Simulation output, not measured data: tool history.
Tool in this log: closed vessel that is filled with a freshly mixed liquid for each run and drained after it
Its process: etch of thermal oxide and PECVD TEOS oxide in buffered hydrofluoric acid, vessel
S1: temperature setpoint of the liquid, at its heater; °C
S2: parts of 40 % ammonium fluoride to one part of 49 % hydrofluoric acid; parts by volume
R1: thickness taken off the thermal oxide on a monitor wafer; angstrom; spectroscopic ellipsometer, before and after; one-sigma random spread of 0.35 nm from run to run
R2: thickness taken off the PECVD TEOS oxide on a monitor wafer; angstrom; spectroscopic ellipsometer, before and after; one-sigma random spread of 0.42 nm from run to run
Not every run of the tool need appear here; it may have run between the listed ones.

run 1 hour=0 | S1=24 S2=23.5 time_in_the_liquid_(s)=60 | R1=334.23 R2=375.1
run 2 hour=1.5 | S1=25 S2=23.5 time_in_the_liquid_(s)=60 | R1=351.34 R2=400.62
run 3 hour=9.6 | S1=27 S2=23.5 time_in_the_liquid_(s)=60 | R1=395.53 R2=444.69
run 4 hour=17.2 | S1=27.5 S2=23.5 time_in_the_liquid_(s)=60 | R1=410.04 R2=459.97
run 5 hour=22.5 | S1=28 S2=23.5 time_in_the_liquid_(s)=60 | R1=419.76 R2=468.16
run 6 hour=28.9 | S1=28.5 S2=23.5 time_in_the_liquid_(s)=60 | R1=427.75 R2=473.53
run 7 hour=34.6 | S1=29 S2=23.5 time_in_the_liquid_(s)=60 | R1=435.64 R2=499.48

Predict the results of run 8:
run 8 hour=37.7 | S1=30 S2=23 time_in_the_liquid_(s)=60 | R1=? R2=?

For run 8 the tool returned R1 467.38 angstrom, R2 530.18 angstrom.
